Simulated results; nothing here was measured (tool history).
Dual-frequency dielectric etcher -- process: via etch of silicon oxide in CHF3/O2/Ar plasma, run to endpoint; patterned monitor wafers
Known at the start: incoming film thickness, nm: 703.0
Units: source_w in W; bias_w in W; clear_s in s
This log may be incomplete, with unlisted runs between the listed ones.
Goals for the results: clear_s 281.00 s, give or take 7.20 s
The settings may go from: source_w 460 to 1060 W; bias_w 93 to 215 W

run  hour  source_w  bias_w  clear_s
  1   0.0       760     154   324.83
  2   2.8       810     154   315.97
  3   5.0       850     157   314.19
  4  10.8       850     130   331.66
  5  15.6       850     153   316.88
  6  19.2       980     153   304.22
  7  23.2      1000     159   299.83
  8  26.5      1010     164   295.22
  9  35.3      1020     168   290.85
 10  38.3      1030     170   289.16

Which one of the following 5 next-run settings gets every result inside its allowed miss? There is exactly one.
  A  41.3      1000     154        ?
  B  41.3      1060     180        ?
  C  41.3      1060     203        ?
  D  41.3      1010     154        ?
  E  41.3       950     174        ?

move  clear_s
   A   303.44
   B   283.79
   C   272.37
   D   302.67
   E   295.12
A: lands further from the targets than the last run did
B: every result lands within tolerance
C: carries the result that was furthest off beyond its target, to the other side
D: lands further from the targets than the last run did
E: lands further from the targets than the last run did
Move B is the one to make.

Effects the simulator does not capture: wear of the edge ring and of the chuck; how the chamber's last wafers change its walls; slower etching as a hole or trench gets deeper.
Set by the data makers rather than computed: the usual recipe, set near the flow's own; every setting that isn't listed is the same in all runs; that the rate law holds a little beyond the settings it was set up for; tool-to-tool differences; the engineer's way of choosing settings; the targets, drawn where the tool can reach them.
